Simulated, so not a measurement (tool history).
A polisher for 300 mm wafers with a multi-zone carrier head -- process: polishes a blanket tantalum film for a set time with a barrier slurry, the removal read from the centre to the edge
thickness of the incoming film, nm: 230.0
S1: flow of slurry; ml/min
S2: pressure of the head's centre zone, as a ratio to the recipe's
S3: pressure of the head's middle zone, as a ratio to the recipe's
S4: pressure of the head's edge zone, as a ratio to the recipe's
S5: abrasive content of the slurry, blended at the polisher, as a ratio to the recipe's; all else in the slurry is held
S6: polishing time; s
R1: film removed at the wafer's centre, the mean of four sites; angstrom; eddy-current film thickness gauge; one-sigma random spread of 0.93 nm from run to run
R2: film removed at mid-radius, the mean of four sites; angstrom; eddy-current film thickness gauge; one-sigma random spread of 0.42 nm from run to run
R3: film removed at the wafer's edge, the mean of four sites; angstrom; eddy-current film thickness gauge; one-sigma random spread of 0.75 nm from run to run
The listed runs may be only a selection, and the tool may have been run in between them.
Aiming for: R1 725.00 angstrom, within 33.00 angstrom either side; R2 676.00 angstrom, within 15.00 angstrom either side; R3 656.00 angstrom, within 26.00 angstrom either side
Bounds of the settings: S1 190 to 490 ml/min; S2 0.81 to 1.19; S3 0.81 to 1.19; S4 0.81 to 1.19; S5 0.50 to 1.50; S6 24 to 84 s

| run | hour | S1 | S2 | S3 | S4 | S5 | S6 | R1 | R2 | R3 |
|---|---|---|---|---|---|---|---|---|---|---|
| 1 | 0.0 | 315 | 1.00 | 1.00 | 1.00 | 1.00 | 54 | 700.19 | 759.83 | 763.52 |
| 2 | 3.3 | 315 | 1.04 | 1.00 | 1.00 | 1.00 | 54 | 727.21 | 748.62 | 778.15 |
| 3 | 9.7 | 315 | 1.04 | 0.94 | 1.00 | 1.00 | 54 | 723.47 | 721.02 | 771.68 |
| 4 | 16.8 | 315 | 1.06 | 0.95 | 0.96 | 0.95 | 54 | 744.76 | 711.18 | 739.84 |
|  | 24.9 | centre zone pressure recalibrated |
| 5 | 24.9 | 310 | 1.05 | 0.94 | 0.93 | 0.95 | 54 | 779.64 | 707.57 | 732.07 |
| 6 | 31.3 | 310 | 1.03 | 0.94 | 0.92 | 0.90 | 54 | 746.19 | 689.05 | 728.83 |
| 7 | 36.3 | 310 | 1.03 | 0.96 | 0.90 | 0.85 | 54 | 749.80 | 690.33 | 693.77 |
| 8 | 39.5 | 305 | 1.02 | 0.96 | 0.89 | 0.85 | 54 | 705.64 | 698.73 | 691.46 |

Which one of the following 4 next-run settings gets every result inside its allowed miss? There is exactly one.
| A | 42.7 | 300 | 1.01 | 0.97 | 1.01 | 0.55 | 63 | ? | ? | ? |
| B | 42.7 | 325 | 1.09 | 1.01 | 0.93 | 0.75 | 53 | ? | ? | ? |
| C | 42.7 | 410 | 0.97 | 0.94 | 0.93 | 0.95 | 52 | ? | ? | ? |
| D | 42.7 | 275 | 0.97 | 0.89 | 0.94 | 0.80 | 57 | ? | ? | ? |

| move | R1 | R2 | R3 |
|---|---|---|---|
| A | 703.59 | 676.75 | 704.86 |
| B | 738.96 | 680.12 | 658.06 |
| C | 715.00 | 696.23 | 712.71 |
| D | 710.42 | 663.60 | 720.72 |
A: corrects the largest miss of the last run, while another result sits out of spec
B: every result within its allowed miss
C: moves away from the targets compared with the last run
D: corrects the largest miss of the last run, while another result sits out of spec
The move that meets every target is B.

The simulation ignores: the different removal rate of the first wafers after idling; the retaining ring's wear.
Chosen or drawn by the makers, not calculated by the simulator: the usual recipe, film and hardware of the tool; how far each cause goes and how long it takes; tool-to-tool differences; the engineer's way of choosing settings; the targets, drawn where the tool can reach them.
